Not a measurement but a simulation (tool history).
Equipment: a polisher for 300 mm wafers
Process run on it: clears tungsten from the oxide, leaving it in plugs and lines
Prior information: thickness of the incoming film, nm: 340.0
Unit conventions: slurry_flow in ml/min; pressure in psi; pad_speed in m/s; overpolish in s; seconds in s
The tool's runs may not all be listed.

Run 1, hour 0: slurry_flow 230 ml/min, pressure 4.4 psi, pad_speed 1.1 m/s, slurry_solids 1, overpolish 24 s. Result: seconds 53.65 s.
Run 2, hour 3.7: slurry_flow 195 ml/min, pressure 4.4 psi, pad_speed 1.1 m/s, slurry_solids 1, overpolish 24 s. Result: seconds 55.338 s.
Run 3, hour 5.3: slurry_flow 195 ml/min, pressure 4.6 psi, pad_speed 1.1 m/s, slurry_solids 1, overpolish 24 s. Result: seconds 54.595 s.
Run 4, hour 7.9: slurry_flow 200 ml/min, pressure 4.8 psi, pad_speed 1.1 m/s, slurry_solids 1, overpolish 24 s. Result: seconds 50.05 s.
Run 5, hour 11.8: slurry_flow 165 ml/min, pressure 4.8 psi, pad_speed 1.1 m/s, slurry_solids 1, overpolish 24 s. Result: seconds 52.493 s.
Run 6, hour 14.1: slurry_flow 170 ml/min, pressure 5 psi, pad_speed 1.1 m/s, slurry_solids 1, overpolish 24 s. Result: seconds 49.369 s.
Run 7, hour 17.8: slurry_flow 170 ml/min, pressure 5.1 psi, pad_speed 1.1 m/s, slurry_solids 1, overpolish 24 s. Result: seconds 49.155 s.
Run 8, hour 24.3: slurry_flow 170 ml/min, pressure 5.2 psi, pad_speed 1.1 m/s, slurry_solids 1, overpolish 24 s. Result: seconds 47.818 s.
Run 9, hour 30.4: slurry_flow 170 ml/min, pressure 5.3 psi, pad_speed 1.1 m/s, slurry_solids 1, overpolish 24 s. Result: seconds 48.296 s.
Run 10, hour 35.3: slurry_flow 170 ml/min, pressure 5.5 psi, pad_speed 1.1 m/s, slurry_solids 1, overpolish 24 s. Result: seconds 45.654 s.

Estimate the outcome of run 11 from the log above:
Run 11, hour 43.7: slurry_flow 170 ml/min, pressure 5.6 psi, pad_speed 1.1 m/s, slurry_solids 1, overpolish 24 s. Result: seconds ?.

{"run 11": {"seconds": 45.659}}
